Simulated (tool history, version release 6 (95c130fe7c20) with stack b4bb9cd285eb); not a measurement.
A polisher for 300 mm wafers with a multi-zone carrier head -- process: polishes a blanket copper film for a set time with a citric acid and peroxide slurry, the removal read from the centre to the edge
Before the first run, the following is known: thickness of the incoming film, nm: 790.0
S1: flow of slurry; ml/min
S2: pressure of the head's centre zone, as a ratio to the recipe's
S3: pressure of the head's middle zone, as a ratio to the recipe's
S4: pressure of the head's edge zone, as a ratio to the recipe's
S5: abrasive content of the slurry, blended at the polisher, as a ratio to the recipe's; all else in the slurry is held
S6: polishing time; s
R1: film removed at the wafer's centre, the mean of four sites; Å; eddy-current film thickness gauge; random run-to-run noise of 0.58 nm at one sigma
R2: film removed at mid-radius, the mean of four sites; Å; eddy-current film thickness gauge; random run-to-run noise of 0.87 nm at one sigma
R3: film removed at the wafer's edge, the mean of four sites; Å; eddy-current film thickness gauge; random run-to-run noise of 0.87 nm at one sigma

| run | hour | S1 | S2 | S3 | S4 | S5 | S6 | R1 | R2 | R3 |
|---|---|---|---|---|---|---|---|---|---|---|
| 1 | 0 | 200 | 1 | 1 | 1 | 1 | 36 | 566.32 | 573.22 | 602.17 |
| 2 | 5.5 | 205 | 1.01 | 1.02 | 1.02 | 1.05 | 36 | 588.38 | 602.52 | 593.18 |
| 3 | 10.3 | 235 | 1.01 | 1.02 | 1.02 | 1.05 | 36 | 596.35 | 598.78 | 607.19 |
| 4 | 15.9 | 235 | 1.01 | 1.02 | 1.02 | 1.2 | 36 | 625.28 | 610.34 | 626.17 |
| 5 | 17.4 | 235 | 1.01 | 1.07 | 1.02 | 1.2 | 36 | 617.67 | 639.28 | 626.06 |
| 6 | 24.6 | 275 | 1.01 | 1.07 | 1.02 | 1.2 | 36 | 631.85 | 632.35 | 635.54 |
| 7 | 27.4 | 270 | 1.01 | 1.08 | 1.03 | 1.25 | 37 | 649.75 | 677.52 | 659.91 |
| 8 | 30.6 | 270 | 1.01 | 1.08 | 1.04 | 1.3 | 38 | 661.54 | 699.3 | 677.81 |

The next listed run, before its measurement:
| 9 | 33.6 | 270 | 1.01 | 1.08 | 1.05 | 1.3 | 39 | ? | ? | ? |

{"run 9": {"R1": 685.58, "R2": 696.91, "R3": 699.45}}
